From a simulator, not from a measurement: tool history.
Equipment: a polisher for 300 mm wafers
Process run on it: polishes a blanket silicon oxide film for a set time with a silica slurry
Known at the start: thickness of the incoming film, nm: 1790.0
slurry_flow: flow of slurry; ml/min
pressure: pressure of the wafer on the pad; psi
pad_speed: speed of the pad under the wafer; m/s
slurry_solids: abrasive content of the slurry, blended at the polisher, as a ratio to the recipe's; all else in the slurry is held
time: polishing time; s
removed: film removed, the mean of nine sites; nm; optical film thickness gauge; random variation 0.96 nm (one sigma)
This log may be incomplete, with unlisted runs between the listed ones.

Run 1, day 0.000: slurry_flow 220 ml/min, pressure 5.3 psi, pad_speed 1.10 m/s, slurry_solids 1.0, time 33 s. Result: removed 108.560 nm.
Run 2, day 0.158: slurry_flow 220 ml/min, pressure 6.4 psi, pad_speed 1.10 m/s, slurry_solids 1.0, time 33 s. Result: removed 131.500 nm.
Run 3, day 0.196: slurry_flow 220 ml/min, pressure 7.0 psi, pad_speed 1.10 m/s, slurry_solids 1.0, time 33 s. Result: removed 145.280 nm.
Run 4, day 0.371: slurry_flow 220 ml/min, pressure 6.2 psi, pad_speed 1.08 m/s, slurry_solids 1.0, time 33 s. Result: removed 125.910 nm.
Run 5, day 0.696: slurry_flow 220 ml/min, pressure 6.2 psi, pad_speed 1.32 m/s, slurry_solids 1.0, time 33 s. Result: removed 150.140 nm.
Run 6, day 0.825: slurry_flow 170 ml/min, pressure 6.2 psi, pad_speed 1.32 m/s, slurry_solids 1.0, time 33 s. Result: removed 143.510 nm.
Run 7, day 1.117: slurry_flow 170 ml/min, pressure 5.4 psi, pad_speed 1.30 m/s, slurry_solids 1.0, time 33 s. Result: removed 123.190 nm.
Run 8, day 1.442: slurry_flow 170 ml/min, pressure 4.8 psi, pad_speed 1.30 m/s, slurry_solids 1.0, time 33 s. Result: removed 111.630 nm.
Run 9, day 1.658: slurry_flow 170 ml/min, pressure 4.4 psi, pad_speed 1.30 m/s, slurry_solids 1.0, time 33 s. Result: removed 102.460 nm.
Run 10, day 2.021: slurry_flow 170 ml/min, pressure 4.1 psi, pad_speed 1.30 m/s, slurry_solids 1.0, time 33 s. Result: removed 94.402 nm.
Run 11, day 2.125: slurry_flow 170 ml/min, pressure 3.9 psi, pad_speed 1.30 m/s, slurry_solids 1.0, time 33 s. Result: removed 90.908 nm.

What will run 12 give?
Run 12, day 2.454: slurry_flow 170 ml/min, pressure 3.8 psi, pad_speed 1.30 m/s, slurry_solids 1.0, time 33 s. Result: removed ?.

Logged for run 12: removed 89.727 nm.
